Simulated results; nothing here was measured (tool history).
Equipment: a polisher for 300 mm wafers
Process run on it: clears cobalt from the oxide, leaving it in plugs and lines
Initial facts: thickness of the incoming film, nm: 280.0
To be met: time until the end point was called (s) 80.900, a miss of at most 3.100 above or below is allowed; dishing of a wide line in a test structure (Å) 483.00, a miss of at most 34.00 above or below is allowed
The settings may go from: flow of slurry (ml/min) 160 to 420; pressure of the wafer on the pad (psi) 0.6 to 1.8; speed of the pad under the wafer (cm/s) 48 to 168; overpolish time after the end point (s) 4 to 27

run,day,flow of slurry (ml/min),pressure of the wafer on the pad (psi),speed of the pad under the wafer (cm/s),overpolish time after the end point (s),time until the end point was called (s),dishing of a wide line in a test structure (Å)
1,0.000,270,1.2,108,14,102.850,316.22
2,0.196,270,1.3,108,15,92.523,339.44
3,0.458,270,1.3,108,16,93.428,359.64
4,0.508,210,1.3,108,16,95.247,339.97
5,0.804,215,1.3,108,17,94.206,352.18
6,1.100,215,1.3,108,19,95.372,413.42
7,1.238,225,1.3,108,19,94.291,386.93
8,1.600,225,1.3,108,19,92.547,406.48
9,1.900,235,1.3,108,19,93.128,385.38
10,2.208,235,1.3,108,20,93.636,400.92
11,2.317,235,1.3,108,21,92.751,414.04
12,2.650,235,1.3,108,22,92.823,440.35
13,2.883,235,1.4,108,22,87.708,452.97

Exactly one of the 5 candidate moves below puts every result within its allowed miss. Which one?
A,3.117,245,1.5,116,26,?,?
B,3.117,240,1.6,102,22,?,?
C,3.117,195,1.7,98,18,?,?
D,3.117,200,1.6,110,17,?,?
E,3.117,250,1.3,112,25,?,?

move,time until the end point was called (s),dishing of a wide line in a test structure (Å)
A,76.826,538.52
B,81.828,475.62
C,81.261,422.20
D,76.966,421.28
E,91.262,481.28
A: moves the result that the last run missed by most past its target, out the other side
B: in spec on every target
C: gets the furthest-off result to its target, but another result is out of tolerance
D: moves the result that the last run missed by most past its target, out the other side
E: misses by more than the last run did
B is the move that brings every result within its allowed miss.
